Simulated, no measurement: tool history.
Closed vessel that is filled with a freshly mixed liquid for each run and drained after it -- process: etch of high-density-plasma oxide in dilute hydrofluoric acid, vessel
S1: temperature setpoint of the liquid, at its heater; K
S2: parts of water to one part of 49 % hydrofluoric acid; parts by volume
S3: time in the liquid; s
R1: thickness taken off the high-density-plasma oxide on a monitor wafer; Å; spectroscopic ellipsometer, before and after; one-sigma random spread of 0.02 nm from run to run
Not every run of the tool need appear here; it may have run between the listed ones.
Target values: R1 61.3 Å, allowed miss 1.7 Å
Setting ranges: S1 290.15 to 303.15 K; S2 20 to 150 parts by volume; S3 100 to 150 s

{"run": 1, "hour": 0.0, "S1": 295.15, "S2": 85, "S3": 150, "R1": 88.045}
{"run": 2, "hour": 7.0, "S1": 294.15, "S2": 90, "S3": 150, "R1": 78.575}
{"run": 3, "hour": 14.5, "S1": 293.15, "S2": 90, "S3": 150, "R1": 75.979}
{"run": 4, "hour": 19.7, "S1": 293.15, "S2": 90, "S3": 150, "R1": 75.94}
{"run": 5, "hour": 24.1, "S1": 295.65, "S2": 90, "S3": 150, "R1": 83.63}
{"run": 6, "hour": 26.4, "S1": 294.65, "S2": 90, "S3": 150, "R1": 80.655}
{"run": 7, "hour": 31.9, "S1": 293.65, "S2": 90, "S3": 150, "R1": 76.945}
{"run": 8, "hour": 37.3, "S1": 293.15, "S2": 90, "S3": 150, "R1": 75.741}
{"run": 9, "hour": 43.4, "S1": 292.65, "S2": 90, "S3": 150, "R1": 74.274}
{"run": 10, "hour": 47.5, "S1": 292.15, "S2": 90, "S3": 150, "R1": 72.716}
{"run": 11, "hour": 52.5, "S1": 291.65, "S2": 90, "S3": 150, "R1": 71.555}
{"run": 12, "hour": 53.9, "S1": 291.15, "S2": 90, "S3": 150, "R1": 69.53}
{"run": 13, "hour": 58.7, "S1": 290.65, "S2": 95, "S3": 150, "R1": 64.144}

5 next moves are on the table. One of them brings every result within its allowed miss. Which?
{"run": "A", "hour": 63.5, "S1": 290.15, "S2": 90, "S3": 150, "R1": "?"}
{"run": "B", "hour": 63.5, "S1": 290.15, "S2": 95, "S3": 145, "R1": "?"}
{"run": "C", "hour": 63.5, "S1": 290.15, "S2": 105, "S3": 150, "R1": "?"}
{"run": "D", "hour": 63.5, "S1": 291.15, "S2": 90, "S3": 140, "R1": "?"}
{"run": "E", "hour": 63.5, "S1": 290.65, "S2": 90, "S3": 140, "R1": "?"}

move=A R1=66.956
move=B R1=60.997
move=C R1=56.5
move=D R1=65.19
move=E R1=63.83
A: misses by more than the last run did
B: all results in spec
C: pushes the last run's worst result past its target
D: misses by more than the last run did
E: nearer than the last run, and not there yet
B meets every target.

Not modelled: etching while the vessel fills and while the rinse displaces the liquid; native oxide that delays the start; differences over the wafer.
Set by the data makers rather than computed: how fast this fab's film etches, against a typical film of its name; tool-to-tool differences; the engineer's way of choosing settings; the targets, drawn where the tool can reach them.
